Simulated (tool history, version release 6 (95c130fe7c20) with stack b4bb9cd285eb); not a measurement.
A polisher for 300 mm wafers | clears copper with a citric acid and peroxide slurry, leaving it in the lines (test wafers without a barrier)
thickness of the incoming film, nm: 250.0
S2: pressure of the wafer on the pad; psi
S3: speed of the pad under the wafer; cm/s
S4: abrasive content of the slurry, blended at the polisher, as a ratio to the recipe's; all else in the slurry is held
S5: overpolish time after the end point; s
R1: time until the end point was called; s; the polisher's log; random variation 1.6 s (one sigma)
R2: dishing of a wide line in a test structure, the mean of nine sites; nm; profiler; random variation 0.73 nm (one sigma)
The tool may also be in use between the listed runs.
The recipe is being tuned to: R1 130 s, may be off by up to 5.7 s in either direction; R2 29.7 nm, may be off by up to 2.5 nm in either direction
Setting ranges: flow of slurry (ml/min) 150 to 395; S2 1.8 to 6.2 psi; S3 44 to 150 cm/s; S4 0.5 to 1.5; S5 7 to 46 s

run 1 hour=0 | flow_of_slurry_(ml/min)=250 S2=4 S3=96 S4=1 S5=24 | R1=105.37 R2=39.03
run 2 hour=4.5 | flow_of_slurry_(ml/min)=250 S2=3.9 S3=96 S4=1 S5=24 | R1=105.98 R2=38.651
run 3 hour=5.6 | flow_of_slurry_(ml/min)=250 S2=3.8 S3=96 S4=1 S5=24 | R1=109.04 R2=36.949
run 4 hour=6.7 | flow_of_slurry_(ml/min)=250 S2=4.3 S3=96 S4=1 S5=24 | R1=97.631 R2=41.317
run 5 hour=7.7 | flow_of_slurry_(ml/min)=250 S2=4.2 S3=96 S4=1 S5=24 | R1=99.113 R2=40.536
run 6 hour=16.2 | flow_of_slurry_(ml/min)=250 S2=4.1 S3=96 S4=1 S5=24 | R1=102.57 R2=39.318
run 7 hour=24.9 | flow_of_slurry_(ml/min)=250 S2=4 S3=96 S4=1 S5=24 | R1=104.91 R2=38.778
run 8 hour=26.3 | flow_of_slurry_(ml/min)=250 S2=3.9 S3=96 S4=1 S5=24 | R1=108.21 R2=37.613
run 9 hour=30.3 | flow_of_slurry_(ml/min)=250 S2=3.9 S3=96 S4=1 S5=24 | R1=106.31 R2=37.132
run 10 hour=37.2 | flow_of_slurry_(ml/min)=250 S2=3.9 S3=96 S4=1 S5=24 | R1=110.33 R2=36.748
run 11 hour=38.1 | flow_of_slurry_(ml/min)=250 S2=3.8 S3=96 S4=1 S5=24 | R1=111.84 R2=36.547
-- hour=42.7 slurry blender recalibrated
run 12 hour=42.7 | flow_of_slurry_(ml/min)=250 S2=3.7 S3=96 S4=1 S5=24 | R1=108.33 R2=37.388
run 13 hour=49.4 | flow_of_slurry_(ml/min)=250 S2=3.6 S3=96 S4=1 S5=24 | R1=113.25 R2=36.85
run 14 hour=57.9 | flow_of_slurry_(ml/min)=250 S2=3.5 S3=96 S4=1 S5=24 | R1=116.78 R2=36.092

Next run, 5 choices. One meets every target within its allowed miss, the rest don't. Which?
run A hour=66.4 | flow_of_slurry_(ml/min)=290 S2=3.7 S3=96 S4=0.7 S5=16 | R1=? R2=?
run B hour=66.4 | flow_of_slurry_(ml/min)=235 S2=3.1 S3=110 S4=1.1 S5=16 | R1=? R2=?
run C hour=66.4 | flow_of_slurry_(ml/min)=290 S2=4.1 S3=78 S4=0.85 S5=21 | R1=? R2=?
run D hour=66.4 | flow_of_slurry_(ml/min)=320 S2=4.1 S3=62 S4=1 S5=26 | R1=? R2=?
run E hour=66.4 | flow_of_slurry_(ml/min)=285 S2=2.5 S3=116 S4=1.15 S5=22 | R1=? R2=?

move=A R1=116.59 R2=24.672
move=B R1=113.9 R2=25.074
move=C R1=120.91 R2=30.452
move=D R1=139.82 R2=32.323
move=E R1=129.85 R2=29.31
A: pushes the last run's worst result past its target
B: pushes the last run's worst result past its target
C: puts the biggest miss on target and leaves a different result outside tolerance
D: better than the last run, though not everything is in spec
E: all results in spec
The right move is E.

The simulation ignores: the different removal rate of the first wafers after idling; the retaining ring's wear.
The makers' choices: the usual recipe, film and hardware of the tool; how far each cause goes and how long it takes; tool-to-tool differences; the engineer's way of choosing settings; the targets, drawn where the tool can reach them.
